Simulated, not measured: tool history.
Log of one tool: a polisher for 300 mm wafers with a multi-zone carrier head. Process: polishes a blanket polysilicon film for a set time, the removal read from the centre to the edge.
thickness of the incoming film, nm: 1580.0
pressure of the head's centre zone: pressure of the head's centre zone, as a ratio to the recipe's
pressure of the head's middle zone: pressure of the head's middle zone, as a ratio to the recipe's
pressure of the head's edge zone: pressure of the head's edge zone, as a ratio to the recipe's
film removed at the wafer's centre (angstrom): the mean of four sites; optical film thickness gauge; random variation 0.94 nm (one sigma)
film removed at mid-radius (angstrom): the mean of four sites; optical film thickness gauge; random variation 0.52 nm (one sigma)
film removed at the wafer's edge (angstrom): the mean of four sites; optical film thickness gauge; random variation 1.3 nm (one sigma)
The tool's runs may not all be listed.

run    day  flow of slurry (ml/min)  pressure of the head's centre zone  pressure of the head's middle zone  pressure of the head's edge zone  polishing time (s)  film removed at the wafer's centre (angstrom)  film removed at mid-radius (angstrom)  film removed at the wafer's edge (angstrom)
  1  0.000                      180                                1.00                                1.00                              1.00                  34                                        1675.70                                1573.90                                      1579.50
  2  0.229                      180                                1.00                                1.00                              1.00                  42                                        2087.10                                1955.90                                      1918.50
  3  0.562                      200                                1.00                                1.00                              1.00                  42                                        2121.40                                1989.50                                      1965.50
  4  0.708                      200                                1.07                                1.00                              1.00                  42                                        2294.90                                1968.80                                      2026.30
  5  1.008                      200                                1.07                                1.00                              0.92                  42                                        2297.90                                1960.40                                      1919.70
     1.083  -- centre zone pressure recalibrated
  6  1.083                      180                                1.04                                0.96                              0.88                  34                                        1712.60                                1522.70                                      1495.20
  7  1.121                      175                                1.05                                0.94                              0.86                  28                                        1411.10                                1220.70                                      1196.10
  8  1.475                      170                                1.04                                0.91                              0.85                  25                                        1191.60                                1052.30                                      1105.80
  9  1.808                      170                                1.05                                0.91                              0.84                  23                                        1135.00                                 977.04                                       979.04
 10  1.904                      135                                1.01                                0.86                              0.81                  20                                         893.35                                 771.72                                       817.86
 11  2.212                      155                                1.02                                0.87                              0.81                  20                                         920.61                                 805.18                                       837.56

The next listed run, before its measurement:
 12  2.525                      170                                1.03                                0.87                              0.81                  20                                              ?                                      ?                                            ?

Run 12 gave film removed at the wafer's centre (angstrom) 970.85, film removed at mid-radius (angstrom) 810.37, film removed at the wafer's edge (angstrom) 830.58.

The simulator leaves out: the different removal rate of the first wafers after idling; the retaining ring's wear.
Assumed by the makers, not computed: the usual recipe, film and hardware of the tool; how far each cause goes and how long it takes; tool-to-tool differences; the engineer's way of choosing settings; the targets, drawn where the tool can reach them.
